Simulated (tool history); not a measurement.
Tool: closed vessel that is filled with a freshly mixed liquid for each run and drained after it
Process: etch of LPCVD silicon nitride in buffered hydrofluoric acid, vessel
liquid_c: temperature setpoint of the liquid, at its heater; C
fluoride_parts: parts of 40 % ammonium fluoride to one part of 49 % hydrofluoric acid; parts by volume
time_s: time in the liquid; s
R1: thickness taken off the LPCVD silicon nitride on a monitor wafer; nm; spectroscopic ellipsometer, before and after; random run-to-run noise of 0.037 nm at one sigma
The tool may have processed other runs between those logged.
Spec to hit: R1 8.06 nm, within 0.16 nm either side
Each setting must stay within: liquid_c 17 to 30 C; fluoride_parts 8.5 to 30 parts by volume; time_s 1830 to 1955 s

Run 1, hour 0: liquid_c 22 C, fluoride_parts 23.5 parts by volume, time_s 1830 s. Result: R1 10.769 nm.
Run 2, hour 2.8: liquid_c 22 C, fluoride_parts 23.5 parts by volume, time_s 1955 s. Result: R1 11.48 nm.
Run 3, hour 6.2: liquid_c 22 C, fluoride_parts 23.5 parts by volume, time_s 1955 s. Result: R1 11.584 nm.
Run 4, hour 13.4: liquid_c 22 C, fluoride_parts 29 parts by volume, time_s 1955 s. Result: R1 9.9599 nm.
Run 5, hour 20.1: liquid_c 20 C, fluoride_parts 29 parts by volume, time_s 1955 s. Result: R1 8.9567 nm.
Run 6, hour 21.5: liquid_c 20 C, fluoride_parts 29 parts by volume, time_s 1955 s. Result: R1 8.8961 nm.
Run 7, hour 29.2: liquid_c 19.5 C, fluoride_parts 29 parts by volume, time_s 1955 s. Result: R1 8.65 nm.
Run 8, hour 32.6: liquid_c 19 C, fluoride_parts 29 parts by volume, time_s 1955 s. Result: R1 8.3945 nm.
Run 9, hour 39: liquid_c 19 C, fluoride_parts 29 parts by volume, time_s 1955 s. Result: R1 8.4011 nm.

5 candidate next runs follow, results not yet known. Just one meets every target within its allowed miss. Identify it.
Run A, hour 45.4: liquid_c 18 C, fluoride_parts 29.5 parts by volume, time_s 1900 s. Result: R1 ?.
Run B, hour 45.4: liquid_c 17.5 C, fluoride_parts 29.5 parts by volume, time_s 1940 s. Result: R1 ?.
Run C, hour 45.4: liquid_c 20 C, fluoride_parts 30 parts by volume, time_s 1895 s. Result: R1 ?.
Run D, hour 45.4: liquid_c 17.5 C, fluoride_parts 29.5 parts by volume, time_s 1950 s. Result: R1 ?.
Run E, hour 45.4: liquid_c 17 C, fluoride_parts 24.5 parts by volume, time_s 1880 s. Result: R1 ?.

move      R1
   A    7.64
   B  7.5812
   C  8.4356
   D  7.6203
   E  8.1192
A: takes the biggest miss from the last run beyond its target
B: takes the biggest miss from the last run beyond its target
C: lands further from the targets than the last run did
D: takes the biggest miss from the last run beyond its target
E: hits every target within its allowed miss
The right move is E.
